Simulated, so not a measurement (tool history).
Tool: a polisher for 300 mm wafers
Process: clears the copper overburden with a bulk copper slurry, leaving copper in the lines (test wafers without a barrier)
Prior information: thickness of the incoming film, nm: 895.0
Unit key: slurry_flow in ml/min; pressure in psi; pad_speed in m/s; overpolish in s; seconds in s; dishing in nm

run 1 hour=0 | slurry_flow=130 pressure=2.2 pad_speed=1.04 slurry_solids=1 overpolish=26 | seconds=113.24 dishing=62.61
run 2 hour=5.3 | slurry_flow=130 pressure=2.2 pad_speed=1.04 slurry_solids=1 overpolish=18 | seconds=113.5 dishing=56.379
run 3 hour=7.3 | slurry_flow=130 pressure=2.2 pad_speed=1.04 slurry_solids=0.9 overpolish=18 | seconds=116.24 dishing=55.348
run 4 hour=10.7 | slurry_flow=130 pressure=2.2 pad_speed=0.88 slurry_solids=0.9 overpolish=18 | seconds=137.93 dishing=51.531
run 5 hour=17.1 | slurry_flow=130 pressure=2.1 pad_speed=0.88 slurry_solids=0.9 overpolish=20 | seconds=143.66 dishing=52.146
run 6 hour=20.8 | slurry_flow=160 pressure=2.1 pad_speed=0.88 slurry_solids=0.9 overpolish=20 | seconds=136.59 dishing=53.498
run 7 hour=22.4 | slurry_flow=160 pressure=2 pad_speed=0.88 slurry_solids=0.9 overpolish=22 | seconds=146.09 dishing=53.22
run 8 hour=25 | slurry_flow=160 pressure=1.9 pad_speed=0.88 slurry_solids=0.9 overpolish=23 | seconds=152.78 dishing=51.84
run 9 hour=32.8 | slurry_flow=160 pressure=1.8 pad_speed=0.88 slurry_solids=0.9 overpolish=25 | seconds=156.65 dishing=53.251
run 10 hour=38.3 | slurry_flow=155 pressure=1.3 pad_speed=0.84 slurry_solids=0.9 overpolish=31 | seconds=228.03 dishing=46.783

Expected results for the next run?
run 11 hour=43.4 | slurry_flow=155 pressure=1.3 pad_speed=0.84 slurry_solids=0.9 overpolish=31 | seconds=? dishing=?

Run 11 produced seconds 228.63 s, dishing 47.503 nm.

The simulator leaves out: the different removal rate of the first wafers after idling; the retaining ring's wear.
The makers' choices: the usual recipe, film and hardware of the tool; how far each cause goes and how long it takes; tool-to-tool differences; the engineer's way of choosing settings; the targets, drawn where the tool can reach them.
